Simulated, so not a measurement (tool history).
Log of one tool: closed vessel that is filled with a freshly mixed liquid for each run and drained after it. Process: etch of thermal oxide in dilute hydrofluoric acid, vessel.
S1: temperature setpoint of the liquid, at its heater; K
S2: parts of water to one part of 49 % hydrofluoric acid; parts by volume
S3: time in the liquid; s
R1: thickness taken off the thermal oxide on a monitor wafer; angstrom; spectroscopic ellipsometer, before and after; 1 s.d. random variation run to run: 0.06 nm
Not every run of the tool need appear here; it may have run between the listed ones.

{"run": 1, "hour": 0.0, "S1": 295.15, "S2": 100, "S3": 100, "R1": 39.347}
{"run": 2, "hour": 8.6, "S1": 293.65, "S2": 100, "S3": 100, "R1": 36.605}
{"run": 3, "hour": 11.2, "S1": 291.15, "S2": 100, "S3": 100, "R1": 33.033}
{"run": 4, "hour": 16.9, "S1": 291.15, "S2": 100, "S3": 100, "R1": 33.17}
{"run": 5, "hour": 18.3, "S1": 293.15, "S2": 100, "S3": 100, "R1": 35.857}
{"run": 6, "hour": 26.1, "S1": 293.15, "S2": 100, "S3": 80, "R1": 28.939}
{"run": 7, "hour": 30.3, "S1": 295.15, "S2": 85, "S3": 85, "R1": 39.672}
{"run": 8, "hour": 38.2, "S1": 296.65, "S2": 70, "S3": 90, "R1": 55.341}

Run 9 is up next; what results do you expect?
{"run": 9, "hour": 43.5, "S1": 296.65, "S2": 70, "S3": 90, "R1": "?"}

R1: 55.242 angstrom

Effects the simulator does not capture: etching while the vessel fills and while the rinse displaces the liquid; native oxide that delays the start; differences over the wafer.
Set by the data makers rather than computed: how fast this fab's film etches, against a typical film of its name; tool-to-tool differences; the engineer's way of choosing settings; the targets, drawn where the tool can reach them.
